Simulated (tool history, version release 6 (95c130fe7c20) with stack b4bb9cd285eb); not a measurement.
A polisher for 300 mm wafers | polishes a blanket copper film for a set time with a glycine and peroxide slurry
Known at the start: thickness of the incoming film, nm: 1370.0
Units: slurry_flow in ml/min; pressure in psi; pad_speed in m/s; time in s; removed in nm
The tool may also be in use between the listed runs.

Run 1, hour 0: slurry_flow 240 ml/min, pressure 2.8 psi, pad_speed 0.94 m/s, time 69 s. Result: removed 347.35 nm.
Run 2, hour 1: slurry_flow 240 ml/min, pressure 3.2 psi, pad_speed 0.94 m/s, time 69 s. Result: removed 399.75 nm.
Run 3, hour 1.8: slurry_flow 240 ml/min, pressure 3.1 psi, pad_speed 0.94 m/s, time 69 s. Result: removed 383.83 nm.
Run 4, hour 9.5: slurry_flow 240 ml/min, pressure 3 psi, pad_speed 0.94 m/s, time 69 s. Result: removed 378.6 nm.
Run 5, hour 16.6: slurry_flow 240 ml/min, pressure 3 psi, pad_speed 0.78 m/s, time 69 s. Result: removed 322.62 nm.
Run 6, hour 22.7: slurry_flow 240 ml/min, pressure 2.9 psi, pad_speed 0.78 m/s, time 69 s. Result: removed 309.96 nm.

Forecast run 7:
Run 7, hour 29.4: slurry_flow 240 ml/min, pressure 2.9 psi, pad_speed 0.78 m/s, time 69 s. Result: removed ?.

Run 7 gave removed 312.02 nm.

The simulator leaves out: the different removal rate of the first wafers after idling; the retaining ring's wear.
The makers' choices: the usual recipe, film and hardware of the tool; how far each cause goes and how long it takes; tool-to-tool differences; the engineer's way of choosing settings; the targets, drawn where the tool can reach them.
